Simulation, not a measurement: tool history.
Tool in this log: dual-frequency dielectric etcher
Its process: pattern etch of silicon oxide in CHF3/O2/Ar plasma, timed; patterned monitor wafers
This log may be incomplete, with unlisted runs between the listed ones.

run	hour	source power (W)	bias power (W)	etch time (s)	mean etch depth across the wafer (Å)
1	0.0	690	141	447.5	8328.5
2	3.3	570	141	447.5	7473.0
3	11.4	660	144	447.5	8182.4
4	19.9	720	146	447.5	8611.1
5	22.8	780	146	447.5	8856.8
6	30.7	740	146	447.5	8676.9

Estimate the outcome of run 7 from the log above:
7	32.4	790	148	447.5	?

Run 7 yielded mean etch depth across the wafer (Å) 9115.7.

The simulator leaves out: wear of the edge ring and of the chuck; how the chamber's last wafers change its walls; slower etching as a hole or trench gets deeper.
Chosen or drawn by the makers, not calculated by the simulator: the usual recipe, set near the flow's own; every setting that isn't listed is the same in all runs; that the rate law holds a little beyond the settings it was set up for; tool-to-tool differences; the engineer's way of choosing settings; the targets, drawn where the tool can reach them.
